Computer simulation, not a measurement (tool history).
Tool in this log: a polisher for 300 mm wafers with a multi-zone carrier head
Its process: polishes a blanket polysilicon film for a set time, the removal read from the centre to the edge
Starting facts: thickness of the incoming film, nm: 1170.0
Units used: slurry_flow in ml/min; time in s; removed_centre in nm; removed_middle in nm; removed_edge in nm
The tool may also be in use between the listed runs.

run  hour  slurry_flow  centre_zone  middle_zone  edge_zone  time  removed_centre  removed_middle  removed_edge
  1     0          205            1            1          1    34          452.08             463        469.78
  2     1          215         0.98         1.05       1.02    36          474.93          506.87        480.78
  3   6.3          200         0.93         1.07       1.02    39          486.49          548.97        528.23
  4  10.1          200         0.93         1.12       1.02    39          485.59           575.7        523.01
  5  18.7          200         0.91         1.14       1.04    40          493.99          608.81        543.45
  6    20          205          0.9         1.15       1.07    40          491.06          604.31        560.73
  7  23.6          215         0.89         1.16       1.07    40          493.03          622.98         553.7
  8  25.9          220         0.88         1.17       1.09    40          493.74          625.12        562.63
  9  28.2          225         0.87         1.18       1.09    40          478.78          632.56        570.38

For run 10, what comes out?
 10  34.1          235         0.88         1.18       1.09    40               ?               ?             ?

{"run 10": {"removed_centre": 481.97, "removed_middle": 634.4, "removed_edge": 562.38}}

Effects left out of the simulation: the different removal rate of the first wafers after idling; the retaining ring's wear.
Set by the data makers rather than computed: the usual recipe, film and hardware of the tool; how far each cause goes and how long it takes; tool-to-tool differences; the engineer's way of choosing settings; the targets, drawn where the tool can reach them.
